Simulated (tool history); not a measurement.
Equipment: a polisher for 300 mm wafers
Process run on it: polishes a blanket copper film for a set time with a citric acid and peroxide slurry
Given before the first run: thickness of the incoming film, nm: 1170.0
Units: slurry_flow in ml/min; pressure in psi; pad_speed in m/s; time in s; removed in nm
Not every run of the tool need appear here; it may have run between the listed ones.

run 1 day=0 | slurry_flow=130 pressure=3.2 pad_speed=1.08 slurry_solids=1 time=24 | removed=51.826
run 2 day=0.354 | slurry_flow=130 pressure=3.2 pad_speed=0.94 slurry_solids=1 time=24 | removed=44.138
run 3 day=0.492 | slurry_flow=130 pressure=3.1 pad_speed=0.94 slurry_solids=1 time=24 | removed=42.652
run 4 day=0.617 | slurry_flow=130 pressure=3.1 pad_speed=0.94 slurry_solids=1 time=24 | removed=43.121
run 5 day=0.825 | slurry_flow=130 pressure=3 pad_speed=0.94 slurry_solids=1 time=24 | removed=41.261
run 6 day=1.179 | slurry_flow=150 pressure=3 pad_speed=0.94 slurry_solids=1 time=24 | removed=43.098
run 7 day=1.475 | slurry_flow=150 pressure=3 pad_speed=0.94 slurry_solids=1 time=24 | removed=42.416

Forecast run 8:
run 8 day=1.688 | slurry_flow=120 pressure=2.2 pad_speed=0.92 slurry_solids=1 time=24 | removed=?

removed: 29.539 nm
